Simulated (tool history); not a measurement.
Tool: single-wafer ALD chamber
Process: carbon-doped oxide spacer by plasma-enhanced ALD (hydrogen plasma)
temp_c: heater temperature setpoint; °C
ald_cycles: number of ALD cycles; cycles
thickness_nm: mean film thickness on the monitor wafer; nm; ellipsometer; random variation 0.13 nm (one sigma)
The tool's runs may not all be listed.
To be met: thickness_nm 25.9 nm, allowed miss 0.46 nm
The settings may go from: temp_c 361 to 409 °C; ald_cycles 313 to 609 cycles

run  hour  temp_c  ald_cycles  thickness_nm
  1     0     385         461        21.777
  2   4.3     385         483        22.574
  3   8.6     377         483        22.747
  4  11.2     377         501        23.715
  5  16.3     377         512        24.065
  6  17.5     384         512        24.095
  7  24.2     384         522        24.539
  8  30.3     384         529        24.806
  9  35.8     384         535        25.208
 10  38.2     384         539        25.278

Which of these 4 next moves meets every target?
  A  40.6     384         521             ?
  B  40.6     383         523             ?
  C  40.6     387         550             ?
  D  40.6     390         532             ?

move  thickness_nm
   A        24.357
   B        24.451
   C        25.713
   D        24.871
A: further off than the last run
B: further off than the last run
C: meets every target
D: further off than the last run
The right move is C.
